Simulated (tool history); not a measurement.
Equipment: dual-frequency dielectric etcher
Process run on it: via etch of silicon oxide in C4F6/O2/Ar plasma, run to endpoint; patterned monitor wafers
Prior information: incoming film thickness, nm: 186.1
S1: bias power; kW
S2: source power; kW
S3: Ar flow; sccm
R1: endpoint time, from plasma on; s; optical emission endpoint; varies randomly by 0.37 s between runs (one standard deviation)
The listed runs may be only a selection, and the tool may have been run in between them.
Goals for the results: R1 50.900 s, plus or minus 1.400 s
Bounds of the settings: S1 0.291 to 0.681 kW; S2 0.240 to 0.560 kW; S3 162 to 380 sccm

run 1 day=0.000 | S1=0.486 S2=0.400 S3=271 | R1=41.643
run 2 day=0.129 | S1=0.468 S2=0.390 S3=273 | R1=42.447
run 3 day=0.350 | S1=0.452 S2=0.380 S3=275 | R1=43.852
run 4 day=0.542 | S1=0.438 S2=0.380 S3=276 | R1=44.575
run 5 day=0.762 | S1=0.438 S2=0.380 S3=309 | R1=44.965
run 6 day=1.033 | S1=0.438 S2=0.320 S3=309 | R1=48.260
run 7 day=1.325 | S1=0.433 S2=0.320 S3=309 | R1=48.039
run 8 day=1.500 | S1=0.433 S2=0.320 S3=309 | R1=48.125
run 9 day=1.567 | S1=0.371 S2=0.300 S3=312 | R1=54.043
run 10 day=1.804 | S1=0.375 S2=0.300 S3=312 | R1=53.645
run 11 day=2.133 | S1=0.432 S2=0.320 S3=309 | R1=48.526
run 12 day=2.208 | S1=0.428 S2=0.320 S3=309 | R1=48.481
run 13 day=2.242 | S1=0.424 S2=0.320 S3=309 | R1=49.446

Which one of the following 4 next-run settings gets every result inside its allowed miss? There is exactly one.
run A day=2.275 | S1=0.459 S2=0.340 S3=319 | R1=?
run B day=2.275 | S1=0.445 S2=0.320 S3=283 | R1=?
run C day=2.275 | S1=0.291 S2=0.450 S3=307 | R1=?
run D day=2.275 | S1=0.365 S2=0.380 S3=272 | R1=?

move=A R1=46.269
move=B R1=47.219
move=C R1=50.991
move=D R1=48.159
A: its largest miss is bigger than the last run's
B: its largest miss is bigger than the last run's
C: every result within its allowed miss
D: its largest miss is bigger than the last run's
Move C is the one to make.

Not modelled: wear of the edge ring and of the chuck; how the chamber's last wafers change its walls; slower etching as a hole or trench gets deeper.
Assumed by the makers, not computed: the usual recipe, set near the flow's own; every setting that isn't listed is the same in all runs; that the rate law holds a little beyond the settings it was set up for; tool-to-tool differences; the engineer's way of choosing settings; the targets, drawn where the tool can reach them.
